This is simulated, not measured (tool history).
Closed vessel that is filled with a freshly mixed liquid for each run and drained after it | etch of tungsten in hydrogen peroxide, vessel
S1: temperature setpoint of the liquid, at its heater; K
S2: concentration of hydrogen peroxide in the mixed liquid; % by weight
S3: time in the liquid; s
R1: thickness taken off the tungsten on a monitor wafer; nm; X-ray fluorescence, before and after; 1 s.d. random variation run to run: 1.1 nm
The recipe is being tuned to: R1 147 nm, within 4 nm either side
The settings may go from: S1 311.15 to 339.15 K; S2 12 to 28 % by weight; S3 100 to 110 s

run	day	S1	S2	S3	R1
1	0	327.15	19	100	347.1
2	0.15	323.15	19	100	270.39
3	0.321	328.15	19	100	370.86
4	0.629	332.15	19	100	465.26
5	0.679	326.65	19	100	335.14
6	0.717	323.15	19	100	274.98
7	0.85	323.15	19	100	273.58
8	1.179	320.15	19	100	228.92
9	1.433	312.15	19	100	133.99
10	1.554	312.65	19	100	141.34

Which one of the following 5 next-run settings gets every result inside its allowed miss? There is exactly one.
A	1.675	312.65	22	105	?
B	1.675	314.15	19.5	100	?
C	1.675	312.65	20.5	100	?
D	1.675	313.65	16.5	100	?
E	1.675	311.15	20.5	105	?

move	R1
A	159.91
B	158.06
C	147.01
D	140.76
E	139.89
A: pushes the last run's worst result past its target
B: pushes the last run's worst result past its target
C: hits every target within its allowed miss
D: the biggest miss grows against the last run
E: the biggest miss grows against the last run
C meets every target.

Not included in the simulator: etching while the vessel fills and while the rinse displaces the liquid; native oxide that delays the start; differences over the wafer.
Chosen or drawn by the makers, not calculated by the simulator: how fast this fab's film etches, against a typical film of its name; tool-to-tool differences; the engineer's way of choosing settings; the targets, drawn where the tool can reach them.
